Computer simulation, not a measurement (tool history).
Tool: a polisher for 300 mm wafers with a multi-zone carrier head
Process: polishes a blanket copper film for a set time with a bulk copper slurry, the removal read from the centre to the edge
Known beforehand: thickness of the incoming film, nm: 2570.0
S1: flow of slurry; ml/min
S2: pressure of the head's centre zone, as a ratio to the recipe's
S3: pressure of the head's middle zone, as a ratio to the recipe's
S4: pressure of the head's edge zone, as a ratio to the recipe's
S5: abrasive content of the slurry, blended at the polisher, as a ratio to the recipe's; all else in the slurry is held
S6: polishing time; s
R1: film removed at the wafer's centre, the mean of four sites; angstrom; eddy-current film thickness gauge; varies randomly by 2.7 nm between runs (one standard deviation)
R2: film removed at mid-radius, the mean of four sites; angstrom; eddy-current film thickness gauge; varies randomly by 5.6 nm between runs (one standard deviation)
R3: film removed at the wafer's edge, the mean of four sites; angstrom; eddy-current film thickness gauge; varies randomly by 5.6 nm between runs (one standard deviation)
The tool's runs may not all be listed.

| run | hour | S1 | S2 | S3 | S4 | S5 | S6 | R1 | R2 | R3 |
|---|---|---|---|---|---|---|---|---|---|---|
| 1 | 0.0 | 295 | 1.00 | 1.00 | 1.00 | 1.00 | 73 | 4089.0 | 4393.6 | 4348.0 |
| 2 | 1.0 | 260 | 1.00 | 1.00 | 1.00 | 1.00 | 73 | 4121.7 | 4280.0 | 4301.4 |
| 3 | 9.1 | 260 | 1.00 | 1.00 | 1.00 | 0.85 | 73 | 3908.2 | 4079.8 | 4103.6 |
| 4 | 17.8 | 270 | 0.99 | 1.03 | 0.99 | 0.85 | 73 | 3873.7 | 4298.7 | 4045.0 |
| 5 | 18.7 | 275 | 0.98 | 1.04 | 0.99 | 0.85 | 73 | 3864.2 | 4104.7 | 4082.1 |
| 6 | 26.3 | 275 | 0.98 | 1.04 | 0.99 | 0.75 | 73 | 3699.8 | 4115.7 | 3977.2 |

Predict the results of run 7:
| 7 | 33.1 | 290 | 0.98 | 1.07 | 0.99 | 0.75 | 73 | ? | ? | ? |

Run 7 yielded R1 3722.7 angstrom, R2 4302.5 angstrom, R3 4081.4 angstrom.

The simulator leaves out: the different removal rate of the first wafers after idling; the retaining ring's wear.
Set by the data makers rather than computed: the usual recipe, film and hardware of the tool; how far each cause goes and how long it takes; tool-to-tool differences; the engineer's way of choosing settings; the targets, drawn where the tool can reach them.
